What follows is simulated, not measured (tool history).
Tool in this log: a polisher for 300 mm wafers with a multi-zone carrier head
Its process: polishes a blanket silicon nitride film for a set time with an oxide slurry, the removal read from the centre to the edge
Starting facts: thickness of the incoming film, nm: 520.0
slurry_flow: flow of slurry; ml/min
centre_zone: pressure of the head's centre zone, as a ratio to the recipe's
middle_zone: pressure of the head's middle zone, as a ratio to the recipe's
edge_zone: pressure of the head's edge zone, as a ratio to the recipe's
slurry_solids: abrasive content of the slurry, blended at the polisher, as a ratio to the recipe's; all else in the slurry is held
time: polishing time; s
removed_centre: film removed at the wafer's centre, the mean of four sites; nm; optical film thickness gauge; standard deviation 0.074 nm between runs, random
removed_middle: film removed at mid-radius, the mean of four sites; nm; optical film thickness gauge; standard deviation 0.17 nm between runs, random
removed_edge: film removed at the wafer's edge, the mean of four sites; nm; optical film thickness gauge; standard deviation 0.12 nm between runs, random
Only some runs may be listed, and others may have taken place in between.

run,hour,slurry_flow,centre_zone,middle_zone,edge_zone,slurry_solids,time,removed_centre,removed_middle,removed_edge
1,0,195,1,1,1,1,57,24.782,24.49,24.423
2,7.3,175,1,1,1,1,57,24.13,24.206,24.245
3,11.7,170,0.98,0.97,0.99,0.95,55,22.2,21.999,22.219
4,13.2,170,0.98,0.97,0.99,0.95,62,25.036,25.1,25.288
5,19.7,170,0.98,0.97,0.99,0.95,57,22.786,22.696,23.457
6,25.1,170,0.96,0.95,0.97,0.9,55,21.224,20.456,21.366
7,30.4,165,0.94,0.94,0.97,0.85,54,19.164,19.085,19.982

The next listed run, before its measurement:
8,37.5,160,0.92,0.92,0.96,0.8,54,?,?,?

Run 8 came out at removed_centre 17.793 nm, removed_middle 17.352 nm, removed_edge 18.414 nm.
